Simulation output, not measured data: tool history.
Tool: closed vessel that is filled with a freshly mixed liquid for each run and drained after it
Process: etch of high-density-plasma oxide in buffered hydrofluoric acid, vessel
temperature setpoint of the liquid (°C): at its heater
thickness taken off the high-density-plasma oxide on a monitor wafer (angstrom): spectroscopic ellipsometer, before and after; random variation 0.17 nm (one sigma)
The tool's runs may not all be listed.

run,day,temperature setpoint of the liquid (°C),parts of 40 % ammonium fluoride to one part of 49 % hydrofluoric acid (parts by volume),time in the liquid (s),thickness taken off the high-density-plasma oxide on a monitor wafer (angstrom)
1,0.000,21.0,19.5,90,436.24
2,0.142,21.0,15.5,90,549.83
3,0.508,21.0,15.5,90,540.52
4,0.896,20.5,16.0,90,513.02
5,1.188,18.0,16.0,90,451.72
6,1.304,18.0,16.5,90,436.15
7,1.604,18.0,17.0,90,423.90

Run 8 comes next. What will it give?
8,1.942,18.0,17.5,90,?

Run 8 gave thickness taken off the high-density-plasma oxide on a monitor wafer (angstrom) 408.18.
